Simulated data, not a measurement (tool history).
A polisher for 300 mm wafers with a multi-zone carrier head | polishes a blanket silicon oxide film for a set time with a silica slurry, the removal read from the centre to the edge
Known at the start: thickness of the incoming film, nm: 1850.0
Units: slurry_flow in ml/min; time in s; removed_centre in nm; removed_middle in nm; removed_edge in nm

run 1 hour=0 | slurry_flow=195 centre_zone=1 middle_zone=1 edge_zone=1 slurry_solids=1 time=82 | removed_centre=261.16 removed_middle=252.52 removed_edge=261.03
run 2 hour=1.1 | slurry_flow=185 centre_zone=0.95 middle_zone=1.01 edge_zone=0.96 slurry_solids=0.85 time=77 | removed_centre=208.35 removed_middle=223.7 removed_edge=219.24
run 3 hour=7.7 | slurry_flow=175 centre_zone=0.92 middle_zone=0.99 edge_zone=0.93 slurry_solids=0.75 time=75 | removed_centre=183.23 removed_middle=194.75 removed_edge=195.41
run 4 hour=16.7 | slurry_flow=170 centre_zone=0.89 middle_zone=1 edge_zone=0.9 slurry_solids=0.7 time=75 | removed_centre=169.93 removed_middle=188.07 removed_edge=185.74
run 5 hour=17.4 | slurry_flow=170 centre_zone=0.89 middle_zone=1 edge_zone=0.9 slurry_solids=0.7 time=89 | removed_centre=195.62 removed_middle=222.31 removed_edge=216.35
run 6 hour=19.7 | slurry_flow=165 centre_zone=0.87 middle_zone=1 edge_zone=0.88 slurry_solids=0.65 time=85 | removed_centre=173.48 removed_middle=198.38 removed_edge=199.15
run 7 hour=23.5 | slurry_flow=165 centre_zone=0.87 middle_zone=1.02 edge_zone=0.86 slurry_solids=0.6 time=81 | removed_centre=159.46 removed_middle=183.98 removed_edge=176.24
run 8 hour=26.1 | slurry_flow=155 centre_zone=0.86 middle_zone=1.02 edge_zone=0.85 slurry_solids=0.55 time=81 | removed_centre=142.58 removed_middle=169.66 removed_edge=162.64
run 9 hour=35 | slurry_flow=150 centre_zone=0.86 middle_zone=1.03 edge_zone=0.85 slurry_solids=0.55 time=81 | removed_centre=144.16 removed_middle=168.77 removed_edge=163.63
run 10 hour=37.1 | slurry_flow=145 centre_zone=0.86 middle_zone=1.05 edge_zone=0.85 slurry_solids=0.55 time=81 | removed_centre=140.08 removed_middle=171.22 removed_edge=161.25

The next listed run, before its measurement:
run 11 hour=43.2 | slurry_flow=140 centre_zone=0.86 middle_zone=1.05 edge_zone=0.85 slurry_solids=0.55 time=81 | removed_centre=? removed_middle=? removed_edge=?

Run 11 gave removed_centre 140.79 nm, removed_middle 167.98 nm, removed_edge 160.14 nm.
